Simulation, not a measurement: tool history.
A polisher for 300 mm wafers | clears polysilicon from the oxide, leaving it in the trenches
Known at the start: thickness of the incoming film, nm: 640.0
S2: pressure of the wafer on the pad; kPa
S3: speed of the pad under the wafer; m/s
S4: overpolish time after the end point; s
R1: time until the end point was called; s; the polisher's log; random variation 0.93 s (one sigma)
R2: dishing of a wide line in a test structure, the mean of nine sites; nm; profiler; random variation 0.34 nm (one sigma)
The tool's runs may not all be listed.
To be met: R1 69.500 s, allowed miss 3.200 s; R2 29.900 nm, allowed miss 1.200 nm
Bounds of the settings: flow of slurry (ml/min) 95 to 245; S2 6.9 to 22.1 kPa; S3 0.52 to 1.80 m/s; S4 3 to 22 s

run 1 day=0.000 | flow_of_slurry_(ml/min)=155 S2=14.5 S3=1.16 S4=11 | R1=54.956 R2=38.518
run 2 day=0.112 | flow_of_slurry_(ml/min)=190 S2=14.5 S3=1.16 S4=11 | R1=53.925 R2=37.223
run 3 day=0.458 | flow_of_slurry_(ml/min)=190 S2=14.5 S3=0.90 S4=11 | R1=65.333 R2=36.662
run 4 day=0.558 | flow_of_slurry_(ml/min)=190 S2=14.5 S3=0.90 S4=9 | R1=65.478 R2=34.817
run 5 day=0.892 | flow_of_slurry_(ml/min)=190 S2=16.5 S3=0.90 S4=9 | R1=56.805 R2=36.445
run 6 day=0.992 | flow_of_slurry_(ml/min)=190 S2=16.5 S3=0.66 S4=9 | R1=72.379 R2=35.139
run 7 day=1.246 | flow_of_slurry_(ml/min)=210 S2=15.9 S3=0.70 S4=7 | R1=70.403 R2=31.144
run 8 day=1.500 | flow_of_slurry_(ml/min)=210 S2=15.9 S3=0.70 S4=7 | R1=71.585 R2=31.462
run 9 day=1.796 | flow_of_slurry_(ml/min)=215 S2=15.9 S3=0.70 S4=7 | R1=70.994 R2=31.534
run 10 day=2.162 | flow_of_slurry_(ml/min)=220 S2=15.9 S3=0.70 S4=7 | R1=71.760 R2=31.282
run 11 day=2.292 | flow_of_slurry_(ml/min)=225 S2=16.5 S3=0.70 S4=3 | R1=68.032 R2=20.343
run 12 day=2.596 | flow_of_slurry_(ml/min)=180 S2=15.2 S3=0.88 S4=7 | R1=64.385 R2=32.531
run 13 day=2.804 | flow_of_slurry_(ml/min)=185 S2=14.5 S3=0.88 S4=7 | R1=67.134 R2=32.134
run 14 day=2.975 | flow_of_slurry_(ml/min)=190 S2=14.5 S3=0.88 S4=7 | R1=68.674 R2=32.277
run 15 day=3.300 | flow_of_slurry_(ml/min)=195 S2=14.5 S3=0.88 S4=7 | R1=67.284 R2=32.622
run 16 day=3.575 | flow_of_slurry_(ml/min)=200 S2=14.5 S3=0.88 S4=7 | R1=67.370 R2=32.193
run 17 day=3.908 | flow_of_slurry_(ml/min)=205 S2=14.5 S3=0.88 S4=7 | R1=67.926 R2=32.531

5 next moves are on the table. One of them brings every result within its allowed miss. Which?
run A day=4.242 | flow_of_slurry_(ml/min)=200 S2=13.8 S3=1.02 S4=11 | R1=? R2=?
run B day=4.242 | flow_of_slurry_(ml/min)=245 S2=14.5 S3=0.80 S4=6 | R1=? R2=?
run C day=4.242 | flow_of_slurry_(ml/min)=215 S2=13.8 S3=1.00 S4=6 | R1=? R2=?
run D day=4.242 | flow_of_slurry_(ml/min)=215 S2=13.8 S3=1.04 S4=11 | R1=? R2=?
run E day=4.242 | flow_of_slurry_(ml/min)=185 S2=13.8 S3=0.96 S4=8 | R1=? R2=?

move=A R1=61.315 R2=37.810
move=B R1=68.559 R2=30.451
move=C R1=61.737 R2=31.841
move=D R1=59.904 R2=37.950
move=E R1=64.828 R2=34.663
A: further off than the last run
B: meets every target
C: further off than the last run
D: further off than the last run
E: further off than the last run
Answer: B
